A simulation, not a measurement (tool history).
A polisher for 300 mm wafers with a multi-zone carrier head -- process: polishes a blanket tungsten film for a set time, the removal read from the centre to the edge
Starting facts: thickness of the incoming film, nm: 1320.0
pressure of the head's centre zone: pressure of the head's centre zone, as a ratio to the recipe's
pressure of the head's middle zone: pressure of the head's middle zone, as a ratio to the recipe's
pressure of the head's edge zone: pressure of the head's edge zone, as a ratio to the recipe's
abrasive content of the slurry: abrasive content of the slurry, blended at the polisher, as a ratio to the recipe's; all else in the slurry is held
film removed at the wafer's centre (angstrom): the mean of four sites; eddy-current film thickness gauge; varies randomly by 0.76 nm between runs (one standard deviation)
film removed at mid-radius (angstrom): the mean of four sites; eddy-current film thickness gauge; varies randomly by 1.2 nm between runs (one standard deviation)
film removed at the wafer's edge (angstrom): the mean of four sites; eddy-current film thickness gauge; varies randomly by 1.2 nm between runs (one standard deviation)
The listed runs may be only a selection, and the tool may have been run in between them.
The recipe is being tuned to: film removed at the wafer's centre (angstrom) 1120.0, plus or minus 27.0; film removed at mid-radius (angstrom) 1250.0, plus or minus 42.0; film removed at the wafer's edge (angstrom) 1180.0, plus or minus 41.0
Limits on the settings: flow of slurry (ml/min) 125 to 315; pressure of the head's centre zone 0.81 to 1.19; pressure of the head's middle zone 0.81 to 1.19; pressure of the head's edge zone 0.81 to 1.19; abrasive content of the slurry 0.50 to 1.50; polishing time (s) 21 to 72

run  hour  flow of slurry (ml/min)  pressure of the head's centre zone  pressure of the head's middle zone  pressure of the head's edge zone  abrasive content of the slurry  polishing time (s)  film removed at the wafer's centre (angstrom)  film removed at mid-radius (angstrom)  film removed at the wafer's edge (angstrom)
  1   0.0                      205                                1.00                                1.00                              1.00                            1.00                  46                                         1993.5                                 2038.7                                       2041.4
  2   3.1                      205                                1.00                                1.00                              1.00                            1.00                  54                                         2366.8                                 2375.6                                       2372.0
  3   5.8                      205                                1.00                                0.95                              1.00                            1.00                  54                                         2372.6                                 2283.1                                       2409.2
  4   6.8                      205                                1.00                                0.95                              1.00                            1.00                  62                                         2667.8                                 2587.8                                       2744.3
  5  13.9                      205                                1.00                                0.95                              1.00                            1.00                  51                                         2200.5                                 2208.6                                       2286.6
  6  19.1                      205                                1.00                                0.95                              1.00                            0.80                  51                                         2132.1                                 2056.4                                       2197.5
  7  27.2                      200                                0.98                                0.96                              0.96                            0.75                  45                                         1815.6                                 1804.4                                       1845.4
  8  35.8                      190                                0.95                                0.96                              0.93                            0.70                  42                                         1610.1                                 1676.6                                       1669.2
  9  43.2                      185                                0.93                                0.95                              0.90                            0.65                  40                                         1464.6                                 1530.8                                       1555.4
 10  51.1                      185                                0.92                                0.96                              0.88                            0.60                  38                                         1370.3                                 1462.6                                       1436.9
 11  54.5                      185                                0.91                                0.96                              0.87                            0.60                  37                                         1314.2                                 1438.1                                       1364.7
 12  59.5                      185                                0.91                                0.96                              0.87                            0.60                  37                                         1320.8                                 1426.2                                       1379.1
 13  65.2                      190                                0.90                                0.96                              0.86                            0.60                  36                                         1261.8                                 1383.6                                       1362.4
 14  70.6                      180                                0.90                                0.96                              0.85                            0.60                  35                                         1235.6                                 1342.0                                       1295.0
 15  71.8                      170                                0.89                                0.96                              0.84                            0.60                  35                                         1217.8                                 1323.4                                       1266.9
 16  79.1                      160                                0.88                                0.96                              0.83                            0.60                  35                                         1166.2                                 1280.5                                       1253.7
 17  84.1                      155                                0.88                                0.97                              0.83                            0.60                  35                                         1161.2                                 1300.4                                       1251.6
 18  91.0                      150                                0.88                                0.97                              0.83                            0.60                  35                                         1159.3                                 1320.4                                       1230.1
 19  99.1                      130                                0.88                                0.93                              0.81                            0.50                  35                                         1057.7                                 1174.6                                       1193.7

Next run, 4 choices. One meets every target within its allowed miss, the rest don't. Which?
  A  107.2                      125                                0.81                                0.97                              0.81                            0.50                  36                                              ?                                      ?                                            ?
  B  107.2                      180                                0.88                                0.96                              0.81                            0.55                  33                                              ?                                      ?                                            ?
  C  107.2                      160                                0.81                                0.81                              0.83                            0.60                  32                                              ?                                      ?                                            ?
  D  107.2                      125                                0.89                                0.84                              0.89                            0.50                  35                                              ?                                      ?                                            ?

move  film removed at the wafer's centre (angstrom)  film removed at mid-radius (angstrom)  film removed at the wafer's edge (angstrom)
   A                                         1009.3                                 1225.9                                       1198.9
   B                                         1115.2                                 1232.4                                       1186.1
   C                                          990.9                                 1057.1                                       1163.0
   D                                         1069.2                                 1079.5                                       1217.4
A: the biggest miss grows against the last run
B: all results in spec
C: the biggest miss grows against the last run
D: the biggest miss grows against the last run
B meets every target.

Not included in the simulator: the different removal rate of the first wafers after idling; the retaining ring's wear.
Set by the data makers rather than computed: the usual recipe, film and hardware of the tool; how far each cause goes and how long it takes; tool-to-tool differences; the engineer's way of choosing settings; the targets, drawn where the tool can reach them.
